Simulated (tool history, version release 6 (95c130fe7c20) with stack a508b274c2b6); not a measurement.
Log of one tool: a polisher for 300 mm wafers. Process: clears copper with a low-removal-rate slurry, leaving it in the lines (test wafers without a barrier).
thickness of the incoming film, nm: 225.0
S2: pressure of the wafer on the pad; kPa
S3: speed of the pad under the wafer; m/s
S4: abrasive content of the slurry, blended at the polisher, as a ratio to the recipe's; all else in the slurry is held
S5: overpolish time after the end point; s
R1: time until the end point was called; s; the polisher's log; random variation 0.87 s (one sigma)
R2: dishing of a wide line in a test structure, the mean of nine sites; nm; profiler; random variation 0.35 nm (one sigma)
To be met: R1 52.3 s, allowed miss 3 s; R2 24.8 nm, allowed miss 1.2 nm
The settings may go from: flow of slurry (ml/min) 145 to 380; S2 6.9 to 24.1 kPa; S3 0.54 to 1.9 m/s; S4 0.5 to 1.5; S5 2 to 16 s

run 1 hour=0 | flow_of_slurry_(ml/min)=245 S2=15.2 S3=1.22 S4=1 S5=8 | R1=88.339 R2=15.258
run 2 hour=3.9 | flow_of_slurry_(ml/min)=245 S2=17.2 S3=1.22 S4=1 S5=8 | R1=80.292 R2=16.95
run 3 hour=12.8 | flow_of_slurry_(ml/min)=290 S2=17.2 S3=1.22 S4=1 S5=8 | R1=77.063 R2=17.504
run 4 hour=15.9 | flow_of_slurry_(ml/min)=290 S2=17.9 S3=1.22 S4=1 S5=8 | R1=73.393 R2=18.268
run 5 hour=22.8 | flow_of_slurry_(ml/min)=290 S2=17.9 S3=1.22 S4=0.9 S5=8 | R1=76.555 R2=17.704
run 6 hour=30.2 | flow_of_slurry_(ml/min)=290 S2=18.6 S3=1.22 S4=0.9 S5=8 | R1=74.101 R2=18.502
run 7 hour=31.6 | flow_of_slurry_(ml/min)=290 S2=19.3 S3=1.22 S4=0.9 S5=8 | R1=72.408 R2=18.07
run 8 hour=35.2 | flow_of_slurry_(ml/min)=295 S2=20 S3=1.24 S4=0.9 S5=8 | R1=67.08 R2=19.366
run 9 hour=43.1 | flow_of_slurry_(ml/min)=300 S2=24.1 S3=1.26 S4=0.9 S5=8 | R1=56.928 R2=23.927

5 next moves are on the table. One of them brings every result within its allowed miss. Which?
run A hour=51 | flow_of_slurry_(ml/min)=300 S2=24.1 S3=1.28 S4=0.7 S5=9 | R1=? R2=?
run B hour=51 | flow_of_slurry_(ml/min)=290 S2=24.1 S3=1.3 S4=1 S5=9 | R1=? R2=?
run C hour=51 | flow_of_slurry_(ml/min)=305 S2=22.8 S3=1.16 S4=1.1 S5=10 | R1=? R2=?
run D hour=51 | flow_of_slurry_(ml/min)=285 S2=21.4 S3=1.44 S4=0.75 S5=9 | R1=? R2=?
run E hour=51 | flow_of_slurry_(ml/min)=325 S2=24.1 S3=1.3 S4=1.05 S5=8 | R1=? R2=?

move=A R1=60.382 R2=24.828
move=B R1=53.855 R2=27.512
move=C R1=61.387 R2=26.826
move=D R1=60.043 R2=24.836
move=E R1=52.632 R2=25.271
A: further off than the last run
B: brings the result that was furthest off to its target, and leaves another outside
C: further off than the last run
D: further off than the last run
E: meets every target
The right move is E.
